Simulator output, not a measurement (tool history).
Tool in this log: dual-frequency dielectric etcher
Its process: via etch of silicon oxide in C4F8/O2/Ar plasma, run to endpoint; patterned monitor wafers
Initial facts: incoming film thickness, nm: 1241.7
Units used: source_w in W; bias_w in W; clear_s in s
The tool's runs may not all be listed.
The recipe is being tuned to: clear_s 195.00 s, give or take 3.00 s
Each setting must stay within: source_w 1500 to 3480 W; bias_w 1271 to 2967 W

Run 1, hour 0.0: source_w 2490 W, bias_w 2119 W. Result: clear_s 209.16 s.
Run 2, hour 6.8: source_w 2580 W, bias_w 2130 W. Result: clear_s 204.32 s.
Run 3, hour 12.7: source_w 2630 W, bias_w 2136 W. Result: clear_s 204.03 s.
Run 4, hour 19.7: source_w 2200 W, bias_w 2136 W. Result: clear_s 226.18 s.
At hour 23.4: wet clean of the chamber.
Run 5, hour 23.4: source_w 2200 W, bias_w 1918 W. Result: clear_s 241.81 s.
Run 6, hour 30.3: source_w 2530 W, bias_w 1918 W. Result: clear_s 222.14 s.
Run 7, hour 31.3: source_w 2650 W, bias_w 1923 W. Result: clear_s 215.50 s.
Run 8, hour 38.9: source_w 2740 W, bias_w 1927 W. Result: clear_s 210.33 s.
Run 9, hour 39.5: source_w 2810 W, bias_w 1930 W. Result: clear_s 207.85 s.
Run 10, hour 47.5: source_w 2870 W, bias_w 1933 W. Result: clear_s 207.21 s.
Run 11, hour 56.4: source_w 2940 W, bias_w 1937 W. Result: clear_s 205.24 s.
Run 12, hour 63.4: source_w 3000 W, bias_w 1941 W. Result: clear_s 200.40 s.
Run 13, hour 65.8: source_w 3000 W, bias_w 1941 W. Result: clear_s 202.31 s.
Run 14, hour 70.8: source_w 3040 W, bias_w 1944 W. Result: clear_s 198.52 s.
Run 15, hour 75.0: source_w 3060 W, bias_w 1945 W. Result: clear_s 197.66 s.

Of the 4 settings listed for the next run, only one would bring every result within its allowed miss of target. Which one?
Run A, hour 79.2: source_w 2950 W, bias_w 1931 W. Result: clear_s ?.
Run B, hour 79.2: source_w 3010 W, bias_w 2093 W. Result: clear_s ?.
Run C, hour 79.2: source_w 3140 W, bias_w 1723 W. Result: clear_s ?.
Run D, hour 79.2: source_w 3200 W, bias_w 1682 W. Result: clear_s ?.

move  clear_s
   A   201.66
   B   194.64
   C   201.46
   D   200.77
A: further off than the last run
B: every result lands within tolerance
C: further off than the last run
D: further off than the last run
B meets every target.

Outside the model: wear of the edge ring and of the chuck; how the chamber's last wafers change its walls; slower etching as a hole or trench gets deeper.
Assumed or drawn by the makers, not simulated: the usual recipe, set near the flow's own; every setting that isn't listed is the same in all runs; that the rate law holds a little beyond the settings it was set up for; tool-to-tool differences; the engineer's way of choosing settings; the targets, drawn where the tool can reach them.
